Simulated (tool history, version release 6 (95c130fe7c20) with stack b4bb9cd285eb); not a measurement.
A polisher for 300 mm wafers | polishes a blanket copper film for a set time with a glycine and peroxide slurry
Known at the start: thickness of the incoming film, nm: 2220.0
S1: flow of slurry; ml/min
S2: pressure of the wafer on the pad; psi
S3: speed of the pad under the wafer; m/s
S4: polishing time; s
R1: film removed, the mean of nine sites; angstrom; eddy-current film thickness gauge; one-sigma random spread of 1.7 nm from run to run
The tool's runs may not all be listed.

run,day,S1,S2,S3,S4,R1
1,0.000,150,1.9,0.86,42,1356.5
2,0.167,160,2.2,0.86,42,1571.4
3,0.425,170,2.3,0.86,42,1653.4
4,0.558,180,2.4,0.86,42,1704.7
5,0.612,180,2.7,0.86,42,1890.1
6,0.796,185,2.7,0.86,42,1886.5
7,0.833,185,2.8,0.86,42,1920.7

Run 8 has not been measured yet. What should we expect?
8,0.892,190,2.8,0.86,42,?

Run 8 produced R1 1923.1 angstrom.
